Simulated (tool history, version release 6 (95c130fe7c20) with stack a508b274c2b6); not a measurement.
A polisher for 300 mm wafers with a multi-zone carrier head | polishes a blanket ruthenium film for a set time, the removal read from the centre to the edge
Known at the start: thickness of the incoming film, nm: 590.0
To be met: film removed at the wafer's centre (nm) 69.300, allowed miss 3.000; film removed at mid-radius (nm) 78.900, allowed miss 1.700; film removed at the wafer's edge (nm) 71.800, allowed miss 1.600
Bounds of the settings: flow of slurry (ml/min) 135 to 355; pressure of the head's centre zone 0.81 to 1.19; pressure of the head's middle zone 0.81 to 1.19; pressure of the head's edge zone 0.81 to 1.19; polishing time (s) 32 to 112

run,hour,flow of slurry (ml/min),pressure of the head's centre zone,pressure of the head's middle zone,pressure of the head's edge zone,polishing time (s),film removed at the wafer's centre (nm),film removed at mid-radius (nm),film removed at the wafer's edge (nm)
1,0.0,225,1.00,1.00,1.00,72,118.240,113.860,113.770
2,7.9,225,1.00,0.96,1.00,72,116.710,110.980,114.830
3,15.9,225,1.00,0.96,0.96,72,117.040,112.020,113.000
4,18.6,220,0.99,0.96,0.95,69,111.040,106.020,107.000
5,26.4,215,0.97,0.97,0.94,66,104.290,102.480,101.190
6,31.7,210,0.95,0.97,0.93,64,97.838,98.456,97.724
7,33.9,205,0.94,0.98,0.92,62,92.391,96.905,94.310
8,37.3,205,0.94,0.98,0.91,60,89.967,93.278,90.465
9,41.2,200,0.93,0.98,0.90,59,88.303,91.398,88.673
10,49.3,195,0.92,0.98,0.89,58,85.132,89.349,86.378
11,57.6,175,0.86,1.01,0.81,47,64.644,74.056,67.217
12,63.1,185,0.86,1.01,0.81,47,66.095,73.206,67.144
13,66.7,190,0.86,1.02,0.82,47,64.767,75.574,67.610
14,73.8,195,0.86,1.02,0.83,47,65.481,75.705,67.814
15,77.5,200,0.86,1.02,0.84,47,65.665,75.478,68.331

Which of these 4 next moves meets every target?
A,81.2,210,0.84,0.92,0.91,49,?,?,?
B,81.2,185,0.87,1.15,0.81,47,?,?,?
C,81.2,235,0.88,1.04,0.89,48,?,?,?
D,81.2,200,0.84,1.10,0.86,47,?,?,?

move,film removed at the wafer's centre (nm),film removed at mid-radius (nm),film removed at the wafer's edge (nm)
A,67.671,72.408,74.248
B,66.071,82.848,66.750
C,69.906,79.476,72.462
D,64.642,80.386,68.992
A: takes the result that was furthest off past its target
B: further off than the last run
C: meets every target
D: nearer than the last run, and not there yet
Move C is the one to make.

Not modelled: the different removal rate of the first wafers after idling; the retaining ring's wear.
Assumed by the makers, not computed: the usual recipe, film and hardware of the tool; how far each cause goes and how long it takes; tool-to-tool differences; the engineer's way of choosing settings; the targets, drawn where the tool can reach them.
